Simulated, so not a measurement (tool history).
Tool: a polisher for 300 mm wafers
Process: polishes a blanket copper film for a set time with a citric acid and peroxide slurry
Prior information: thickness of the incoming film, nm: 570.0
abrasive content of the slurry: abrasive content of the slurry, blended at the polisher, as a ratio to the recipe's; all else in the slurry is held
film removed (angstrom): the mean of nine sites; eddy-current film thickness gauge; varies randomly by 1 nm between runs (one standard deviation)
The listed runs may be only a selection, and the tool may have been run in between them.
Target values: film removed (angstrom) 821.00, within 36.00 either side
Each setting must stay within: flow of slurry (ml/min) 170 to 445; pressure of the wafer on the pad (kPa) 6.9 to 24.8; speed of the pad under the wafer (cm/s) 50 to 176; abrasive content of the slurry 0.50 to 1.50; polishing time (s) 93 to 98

run	hour	flow of slurry (ml/min)	pressure of the wafer on the pad (kPa)	speed of the pad under the wafer (cm/s)	abrasive content of the slurry	polishing time (s)	film removed (angstrom)
1	0.0	285	15.9	112	1.00	93	1336.80
2	1.2	285	13.8	110	1.00	93	1161.90
3	8.7	285	12.4	110	1.00	93	1031.00
4	17.6	285	12.4	110	1.10	93	1053.00
5	25.7	285	11.7	110	1.10	93	999.16
6	27.1	285	11.7	110	1.10	93	996.87
7	30.5	285	11.0	110	1.10	93	942.67
# hour 37.0: worn pad replaced by a new one
8	37.0	285	11.0	110	1.10	93	1046.40
9	40.5	285	10.3	108	1.10	93	959.62

5 next moves are on the table. One of them brings every result within its allowed miss. Which?
A	44.0	190	11.0	88	0.80	94	?
B	44.0	335	11.7	90	1.05	96	?
C	44.0	310	11.7	104	1.20	93	?
D	44.0	305	8.3	110	1.30	93	?
E	44.0	280	9.7	110	1.05	93	?

move	film removed (angstrom)
A	758.00
B	946.10
C	1079.10
D	832.03
E	908.40
A: the result that was furthest off in the last run now lies on the other side of its target
B: closer than the last run, but not yet in spec
C: moves away from the targets compared with the last run
D: all results in spec
E: closer than the last run, but not yet in spec
Answer: D
